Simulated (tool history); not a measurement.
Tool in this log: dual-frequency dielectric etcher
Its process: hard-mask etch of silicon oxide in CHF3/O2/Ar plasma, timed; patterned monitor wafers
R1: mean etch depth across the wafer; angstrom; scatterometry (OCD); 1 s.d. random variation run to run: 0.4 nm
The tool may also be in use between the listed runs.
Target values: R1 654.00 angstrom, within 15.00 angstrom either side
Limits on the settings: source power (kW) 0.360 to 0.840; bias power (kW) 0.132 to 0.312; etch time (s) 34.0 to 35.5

run 1 hour=0.0 | source_power_(kW)=0.600 bias_power_(kW)=0.222 etch_time_(s)=34.0 | R1=749.98
run 2 hour=7.9 | source_power_(kW)=0.600 bias_power_(kW)=0.222 etch_time_(s)=34.0 | R1=738.45
run 3 hour=13.9 | source_power_(kW)=0.600 bias_power_(kW)=0.249 etch_time_(s)=34.0 | R1=780.25
run 4 hour=14.5 | source_power_(kW)=0.600 bias_power_(kW)=0.249 etch_time_(s)=35.5 | R1=816.38
run 5 hour=19.0 | source_power_(kW)=0.600 bias_power_(kW)=0.270 etch_time_(s)=35.5 | R1=843.95
run 6 hour=23.6 | source_power_(kW)=0.600 bias_power_(kW)=0.232 etch_time_(s)=35.5 | R1=787.89
run 7 hour=26.9 | source_power_(kW)=0.570 bias_power_(kW)=0.227 etch_time_(s)=35.5 | R1=779.42
run 8 hour=28.6 | source_power_(kW)=0.550 bias_power_(kW)=0.218 etch_time_(s)=35.5 | R1=744.93

Which one of the following 4 next-run settings gets every result inside its allowed miss? There is exactly one.
run A hour=30.3 | source_power_(kW)=0.570 bias_power_(kW)=0.199 etch_time_(s)=34.0 | R1=?
run B hour=30.3 | source_power_(kW)=0.550 bias_power_(kW)=0.204 etch_time_(s)=34.0 | R1=?
run C hour=30.3 | source_power_(kW)=0.490 bias_power_(kW)=0.193 etch_time_(s)=34.0 | R1=?
run D hour=30.3 | source_power_(kW)=0.550 bias_power_(kW)=0.197 etch_time_(s)=34.5 | R1=?

move=A R1=708.02
move=B R1=707.47
move=C R1=668.07
move=D R1=707.73
A: closes in on the targets versus the last run, not all within tolerance yet
B: closes in on the targets versus the last run, not all within tolerance yet
C: all results land within tolerance of their targets
D: closes in on the targets versus the last run, not all within tolerance yet
Correct choice: C, which meets every target

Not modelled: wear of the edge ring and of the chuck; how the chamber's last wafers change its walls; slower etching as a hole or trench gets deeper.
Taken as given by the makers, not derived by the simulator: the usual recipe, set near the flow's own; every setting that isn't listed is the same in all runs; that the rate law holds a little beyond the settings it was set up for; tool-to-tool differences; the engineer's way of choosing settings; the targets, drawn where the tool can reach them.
